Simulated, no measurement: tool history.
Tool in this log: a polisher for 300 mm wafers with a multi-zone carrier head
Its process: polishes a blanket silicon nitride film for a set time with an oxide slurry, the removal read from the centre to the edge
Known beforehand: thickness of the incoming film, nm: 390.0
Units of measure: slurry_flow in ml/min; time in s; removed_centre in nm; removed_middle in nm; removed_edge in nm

run	hour	slurry_flow	centre_zone	middle_zone	edge_zone	slurry_solids	time	removed_centre	removed_middle	removed_edge
1	0	145	1	1	1	1	70	38.486	39.58	39.355
2	6	125	1	1	1	1	70	36.706	38.232	38.865
3	8.9	125	1.05	1	1	1	70	38.972	37.795	38.533
4	12.5	140	1.05	1.02	1.03	1.05	70	41.246	40.662	40.624
5	19.1	140	1.05	1.02	1.03	1.25	70	44.694	44.995	44.583
# hour 23.5: edge zone pressure recalibrated
6	23.5	155	1.05	1.03	1.05	1.25	70	46.338	45.772	44.399
7	24.9	155	1.04	1.04	1.07	1.3	70	46.532	47.379	45.759

Run 8 is up next; what results do you expect?
8	29.5	160	1.03	1.04	1.08	1.35	70	?	?	?

Run 8 measured removed_centre 46.813 nm, removed_middle 48.376 nm, removed_edge 46.264 nm.
